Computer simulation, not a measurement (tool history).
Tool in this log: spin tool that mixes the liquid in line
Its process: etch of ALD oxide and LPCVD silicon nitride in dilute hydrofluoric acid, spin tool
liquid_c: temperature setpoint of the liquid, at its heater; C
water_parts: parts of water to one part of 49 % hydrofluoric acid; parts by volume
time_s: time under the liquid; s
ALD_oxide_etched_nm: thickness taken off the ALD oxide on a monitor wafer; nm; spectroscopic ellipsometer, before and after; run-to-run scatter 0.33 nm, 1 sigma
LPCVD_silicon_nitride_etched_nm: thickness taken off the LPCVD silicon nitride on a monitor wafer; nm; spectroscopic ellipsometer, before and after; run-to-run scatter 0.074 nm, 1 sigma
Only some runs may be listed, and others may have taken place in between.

run,day,liquid_c,water_parts,time_s,ALD_oxide_etched_nm,LPCVD_silicon_nitride_etched_nm
1,0.000,20.0,115,180,25.690,0.66487
2,0.025,20.0,115,240,34.258,0.72302
3,0.271,21.0,110,240,37.486,0.95878
4,0.492,20.5,100,240,40.727,0.93892
5,0.804,20.5,95,240,43.380,1.04040
6,0.912,20.5,90,245,46.950,1.15640
7,0.954,20.5,85,250,50.843,1.12720

Run 8, settings as shown, results not yet in. Your forecast:
8,1.117,21.0,80,250,?,?

ALD_oxide_etched_nm: 55.294 nm
LPCVD_silicon_nitride_etched_nm: 1.30980 nm
